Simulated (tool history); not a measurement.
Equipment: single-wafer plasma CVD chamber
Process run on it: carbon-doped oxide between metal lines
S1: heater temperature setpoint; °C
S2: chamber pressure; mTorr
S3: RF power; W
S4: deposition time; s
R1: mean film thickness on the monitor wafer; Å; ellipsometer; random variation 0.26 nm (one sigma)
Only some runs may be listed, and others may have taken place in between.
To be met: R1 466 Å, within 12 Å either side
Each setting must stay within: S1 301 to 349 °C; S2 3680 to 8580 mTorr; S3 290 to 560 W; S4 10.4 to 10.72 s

run,hour,S1,S2,S3,S4,R1
1,0,325,6130,425,10.4,560.39
2,0.6,319,6130,425,10.4,569.62
3,1.8,321,6000,410,10.4,545.61
4,4.9,321,6000,410,10.72,558.75
# hour 12.1: thermocouple changed; heater temperature recalibrated
5,12.1,322,5760,400,10.7,555.21
6,17.2,322,5760,360,10.7,501.46
7,25.9,323,5730,355,10.7,496.44
8,33,324,5700,350,10.7,486.47
9,40.5,325,5670,350,10.7,488.59

Pick the move, out of 5, that brings all results within their allowed miss; only one does.
A,48,332,5930,385,10.4,?
B,48,325,6240,340,10.66,?
C,48,329,5970,335,10.4,?
D,48,321,4770,320,10.6,?
E,48,326,5690,325,10.4,?

move,R1
A,501.67
B,469.55
C,443.02
D,437.62
E,433.22
A: moves away from the targets compared with the last run
B: all results land within tolerance of their targets
C: pushes the last run's worst result past its target
D: pushes the last run's worst result past its target
E: pushes the last run's worst result past its target
B meets every target.

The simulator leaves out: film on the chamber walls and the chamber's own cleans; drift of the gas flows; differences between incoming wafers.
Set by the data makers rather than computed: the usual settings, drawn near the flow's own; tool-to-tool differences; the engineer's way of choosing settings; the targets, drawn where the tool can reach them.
